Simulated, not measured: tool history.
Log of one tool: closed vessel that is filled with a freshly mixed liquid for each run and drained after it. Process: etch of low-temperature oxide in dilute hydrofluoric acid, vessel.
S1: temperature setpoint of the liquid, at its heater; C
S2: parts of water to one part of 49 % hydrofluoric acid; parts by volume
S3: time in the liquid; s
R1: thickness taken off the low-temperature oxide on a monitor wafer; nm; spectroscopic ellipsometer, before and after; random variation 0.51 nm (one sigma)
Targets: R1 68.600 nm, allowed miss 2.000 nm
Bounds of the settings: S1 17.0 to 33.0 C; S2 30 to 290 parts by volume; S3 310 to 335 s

run,day,S1,S2,S3,R1
1,0.000,25.0,160,310,31.843
2,0.033,22.5,160,310,28.720
3,0.196,25.0,140,310,36.809
4,0.388,27.0,130,310,44.049
5,0.621,27.0,130,310,43.729
6,0.675,27.0,130,335,46.947
7,0.796,28.5,125,335,52.333
8,0.821,29.5,120,335,56.621
9,0.988,30.5,115,335,61.465
10,1.304,33.0,110,335,70.538

4 next moves are on the table. One of them brings every result within its allowed miss. Which?
A,1.621,33.0,110,320,?
B,1.621,30.0,95,330,?
C,1.621,32.0,95,310,?
D,1.621,33.0,105,335,?

move,R1
A,68.177
B,74.490
C,75.397
D,75.332
A: meets every target
B: further off than the last run
C: further off than the last run
D: further off than the last run
Answer: A
